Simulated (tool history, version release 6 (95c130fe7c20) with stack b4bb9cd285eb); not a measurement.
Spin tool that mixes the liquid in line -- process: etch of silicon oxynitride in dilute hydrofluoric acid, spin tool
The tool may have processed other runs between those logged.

run  hour  temperature setpoint of the liquid (°C)  parts of water to one part of 49 % hydrofluoric acid (parts by volume)  time under the liquid (s)  thickness taken off the silicon oxynitride on a monitor wafer (Å)
  1     0                                       24                                                                      45                         95                                                             46.135
  2   2.4                                       24                                                                      45                         75                                                              35.91
  3   8.4                                       24                                                                      45                         75                                                             36.009
  4  10.6                                     22.5                                                                      45                         75                                                             34.265
  5    15                                     25.5                                                                      45                         75                                                             38.784
  6  18.6                                       28                                                                      45                         75                                                             43.883
  7  26.9                                       26                                                                      45                         75                                                             39.364
  8    31                                     24.5                                                                      45                         75                                                             37.173
  9  35.1                                     20.5                                                                      50                         75                                                             26.834
 10  35.9                                       20                                                                      50                         75                                                             26.866

Run 11 has not been measured yet. What should we expect?
 11  41.7                                     19.5                                                                      50                         75                                                                  ?

Run 11 yielded thickness taken off the silicon oxynitride on a monitor wafer (Å) 26.146.
